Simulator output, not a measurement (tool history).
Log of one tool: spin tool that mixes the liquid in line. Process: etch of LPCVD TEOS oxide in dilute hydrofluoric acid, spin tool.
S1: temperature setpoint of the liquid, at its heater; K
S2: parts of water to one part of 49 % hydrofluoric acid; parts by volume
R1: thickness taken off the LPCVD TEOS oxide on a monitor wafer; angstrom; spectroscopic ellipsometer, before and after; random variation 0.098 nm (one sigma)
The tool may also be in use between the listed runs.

Run 1, hour 0: S1 297.15 K, S2 150 parts by volume, time under the liquid (s) 160. Result: R1 269.13 angstrom.
Run 2, hour 5.4: S1 294.65 K, S2 155 parts by volume, time under the liquid (s) 160. Result: R1 233.16 angstrom.
Run 3, hour 11: S1 293.15 K, S2 155 parts by volume, time under the liquid (s) 160. Result: R1 221.49 angstrom.
Run 4, hour 19.4: S1 292.15 K, S2 155 parts by volume, time under the liquid (s) 160. Result: R1 209.34 angstrom.
Run 5, hour 26.8: S1 294.15 K, S2 155 parts by volume, time under the liquid (s) 160. Result: R1 229.45 angstrom.
Run 6, hour 28.3: S1 292.65 K, S2 155 parts by volume, time under the liquid (s) 160. Result: R1 215.08 angstrom.

For run 7, what comes out?
At hour 30.1: hydrofluoric acid flow meter replaced.
Run 7, hour 30.1: S1 292.65 K, S2 155 parts by volume, time under the liquid (s) 160. Result: R1 ?.

{"run 7": {"R1": 231.83}}
